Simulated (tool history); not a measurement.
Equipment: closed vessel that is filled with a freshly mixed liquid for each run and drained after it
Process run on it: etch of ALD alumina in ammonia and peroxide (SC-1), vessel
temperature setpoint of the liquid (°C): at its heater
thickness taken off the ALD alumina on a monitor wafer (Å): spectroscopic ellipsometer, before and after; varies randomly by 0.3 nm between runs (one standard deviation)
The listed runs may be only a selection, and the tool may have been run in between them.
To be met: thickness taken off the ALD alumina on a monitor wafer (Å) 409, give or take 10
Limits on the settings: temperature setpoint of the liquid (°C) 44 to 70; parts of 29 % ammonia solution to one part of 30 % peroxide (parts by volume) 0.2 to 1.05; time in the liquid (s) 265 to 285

| run | day | temperature setpoint of the liquid (°C) | parts of 29 % ammonia solution to one part of 30 % peroxide (parts by volume) | time in the liquid (s) | thickness taken off the ALD alumina on a monitor wafer (Å) |
|---|---|---|---|---|---|
| 1 | 0 | 60 | 0.55 | 265 | 262.71 |
| 2 | 0.142 | 60 | 0.75 | 265 | 271.51 |
| 3 | 0.508 | 61 | 0.75 | 265 | 283.01 |
| 4 | 0.646 | 62 | 0.75 | 265 | 304.38 |
| 5 | 0.862 | 62 | 0.85 | 265 | 299.99 |
| 6 | 0.988 | 62.5 | 0.85 | 265 | 315.6 |
| 7 | 1.058 | 63 | 0.85 | 265 | 319.23 |
| 8 | 1.175 | 63.5 | 0.85 | 265 | 333.22 |
| 9 | 1.488 | 64 | 0.85 | 265 | 337.04 |
| 10 | 1.688 | 64.5 | 0.85 | 265 | 344.51 |

Exercise: of the 5 proposed moves below, exactly one satisfies all targets within the stated allowed misses. Which move is it?
| A | 1.888 | 67 | 0.75 | 280 | ? |
| B | 1.888 | 70 | 0.85 | 265 | ? |
| C | 1.888 | 60 | 0.8 | 280 | ? |
| D | 1.888 | 68 | 0.85 | 280 | ? |
| E | 1.888 | 58.5 | 1.05 | 270 | ? |

| move | thickness taken off the ALD alumina on a monitor wafer (Å) |
|---|---|
| A | 405.57 |
| B | 449.17 |
| C | 287.31 |
| D | 430.9 |
| E | 263.1 |
A: in spec on every target
B: carries the result that was furthest off beyond its target, to the other side
C: its largest miss is bigger than the last run's
D: carries the result that was furthest off beyond its target, to the other side
E: its largest miss is bigger than the last run's
Go with A: it meets all targets.

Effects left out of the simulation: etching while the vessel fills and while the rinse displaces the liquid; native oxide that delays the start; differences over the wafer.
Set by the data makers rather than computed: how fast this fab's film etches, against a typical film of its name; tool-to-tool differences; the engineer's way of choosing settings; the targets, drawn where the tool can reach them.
